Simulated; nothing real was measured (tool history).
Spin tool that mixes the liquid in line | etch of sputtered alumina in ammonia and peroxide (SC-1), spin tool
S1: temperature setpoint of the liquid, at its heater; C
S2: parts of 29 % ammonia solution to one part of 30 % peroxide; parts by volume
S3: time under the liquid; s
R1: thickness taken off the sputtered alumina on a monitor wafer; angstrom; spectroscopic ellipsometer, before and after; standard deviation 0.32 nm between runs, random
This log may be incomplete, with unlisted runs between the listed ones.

run	day	S1	S2	S3	R1
1	0.000	55.0	0.40	300	245.57
2	0.117	58.0	0.40	300	290.03
3	0.238	54.0	0.40	300	233.90
4	0.571	54.0	0.45	300	237.57
5	0.658	57.5	0.45	300	286.06
6	0.817	59.5	0.45	300	318.43

Run 7 comes next. What will it give?
7	0.842	61.0	0.45	300	?

{"run 7": {"R1": 343.74}}
